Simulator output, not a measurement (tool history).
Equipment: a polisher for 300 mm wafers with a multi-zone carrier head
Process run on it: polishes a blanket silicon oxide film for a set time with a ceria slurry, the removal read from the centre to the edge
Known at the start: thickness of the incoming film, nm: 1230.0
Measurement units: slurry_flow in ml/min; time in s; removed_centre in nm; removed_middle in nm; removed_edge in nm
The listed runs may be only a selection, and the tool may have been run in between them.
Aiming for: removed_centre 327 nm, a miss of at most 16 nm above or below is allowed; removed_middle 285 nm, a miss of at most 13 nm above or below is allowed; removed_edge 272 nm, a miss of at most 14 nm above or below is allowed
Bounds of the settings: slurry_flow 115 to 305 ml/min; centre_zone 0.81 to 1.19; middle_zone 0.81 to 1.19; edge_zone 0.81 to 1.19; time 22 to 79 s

run 1 hour=0 | slurry_flow=195 centre_zone=1 middle_zone=1 edge_zone=1 time=50 | removed_centre=234.43 removed_middle=240.47 removed_edge=237.11
run 2 hour=4.4 | slurry_flow=195 centre_zone=1 middle_zone=1 edge_zone=1 time=38 | removed_centre=176.52 removed_middle=182.89 removed_edge=178.93
run 3 hour=13.1 | slurry_flow=195 centre_zone=1 middle_zone=0.92 edge_zone=1 time=38 | removed_centre=175.91 removed_middle=170.43 removed_edge=182.06
run 4 hour=16.8 | slurry_flow=195 centre_zone=1 middle_zone=0.92 edge_zone=1 time=32 | removed_centre=147.12 removed_middle=143.45 removed_edge=154.51
run 5 hour=21.8 | slurry_flow=235 centre_zone=1 middle_zone=0.92 edge_zone=1 time=32 | removed_centre=160.75 removed_middle=148.11 removed_edge=153.18
run 6 hour=23 | slurry_flow=235 centre_zone=1.03 middle_zone=0.94 edge_zone=1.01 time=37 | removed_centre=186.42 removed_middle=176.26 removed_edge=181.21
run 7 hour=31.7 | slurry_flow=250 centre_zone=1.06 middle_zone=0.95 edge_zone=1.01 time=40 | removed_centre=206.19 removed_middle=188.71 removed_edge=195.87
run 8 hour=38.7 | slurry_flow=260 centre_zone=1.08 middle_zone=0.97 edge_zone=1 time=43 | removed_centre=230.21 removed_middle=212.68 removed_edge=207.1
run 9 hour=46.5 | slurry_flow=265 centre_zone=1.1 middle_zone=0.98 edge_zone=1.01 time=45 | removed_centre=246.88 removed_middle=218.62 removed_edge=223.4
run 10 hour=51.9 | slurry_flow=280 centre_zone=1.18 middle_zone=1.08 edge_zone=0.91 time=56 | removed_centre=319.43 removed_middle=292.3 removed_edge=259.44

Of the 4 settings listed for the next run, only one would bring every result within its allowed miss of target. Which one?
run A hour=57.3 | slurry_flow=305 centre_zone=1.19 middle_zone=1.12 edge_zone=0.85 time=54 | removed_centre=? removed_middle=? removed_edge=?
run B hour=57.3 | slurry_flow=265 centre_zone=1.18 middle_zone=1.02 edge_zone=0.98 time=56 | removed_centre=? removed_middle=? removed_edge=?
run C hour=57.3 | slurry_flow=305 centre_zone=1.19 middle_zone=1.02 edge_zone=0.86 time=53 | removed_centre=? removed_middle=? removed_edge=?
run D hour=57.3 | slurry_flow=295 centre_zone=1.19 middle_zone=1.19 edge_zone=0.81 time=54 | removed_centre=? removed_middle=? removed_edge=?

move=A removed_centre=315.98 removed_middle=307.87 removed_edge=252.62
move=B removed_centre=319.57 removed_middle=290.42 removed_edge=277.02
move=C removed_centre=309.91 removed_middle=279 removed_edge=249.58
move=D removed_centre=314.98 removed_middle=323.34 removed_edge=246.46
A: moves away from the targets compared with the last run
B: all results in spec
C: moves away from the targets compared with the last run
D: moves away from the targets compared with the last run
The move that meets every target is B.
